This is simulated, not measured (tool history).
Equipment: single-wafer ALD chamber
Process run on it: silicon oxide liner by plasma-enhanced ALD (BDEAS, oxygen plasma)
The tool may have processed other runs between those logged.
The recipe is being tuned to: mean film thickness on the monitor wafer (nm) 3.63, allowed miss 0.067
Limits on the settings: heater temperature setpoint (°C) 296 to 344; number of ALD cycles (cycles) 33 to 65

run,hour,heater temperature setpoint (°C),number of ALD cycles (cycles),mean film thickness on the monitor wafer (nm)
1,0,320,49,4.1376
2,6.3,311,49,4.2139
3,13.6,312,48,4.1004
4,17.4,312,53,4.5253
5,20.1,312,57,4.8692
6,25.3,312,62,5.3195
7,28.2,313,60,5.1148
# hour 32.3: thermocouple changed; heater temperature recalibrated
8,32.3,314,58,4.9123
9,40.5,315,56,4.7185

Which of these 4 next moves meets every target?
A,48.7,324,42,?
B,48.7,320,46,?
C,48.7,310,43,?
D,48.7,330,42,?

move,mean film thickness on the monitor wafer (nm)
A,3.4832
B,3.8401
C,3.6485
D,3.4487
A: pushes the last run's worst result past its target
B: nearer than the last run, and not there yet
C: each result inside its tolerance
D: pushes the last run's worst result past its target
So the answer is move C, the one that meets all the targets.

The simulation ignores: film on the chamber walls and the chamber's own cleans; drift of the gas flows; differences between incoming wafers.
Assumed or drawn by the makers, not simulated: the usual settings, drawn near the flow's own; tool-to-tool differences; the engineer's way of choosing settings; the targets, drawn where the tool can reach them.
